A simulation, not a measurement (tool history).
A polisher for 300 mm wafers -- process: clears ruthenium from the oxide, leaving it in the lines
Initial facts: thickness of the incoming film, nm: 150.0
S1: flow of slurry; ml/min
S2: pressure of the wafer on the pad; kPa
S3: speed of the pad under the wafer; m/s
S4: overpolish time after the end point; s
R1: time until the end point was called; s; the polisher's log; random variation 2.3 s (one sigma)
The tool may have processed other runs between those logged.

run  hour   S1    S2    S3  S4      R1
  1   0.0  270  13.8  1.06   9  169.88
  2   2.9  270  13.1  1.06   9  177.64
  3   4.2  270  12.4  1.06   9  188.01
  4   7.5  270  15.2  1.06   9  155.69
  5   9.6  270  13.1  1.06   9  179.04
  6  17.8  270  12.4  1.06   9  185.54

Predict the results of run 7:
  7  25.2  270  11.7  1.06   9   ?

{"run 7": {"R1": 198.07}}
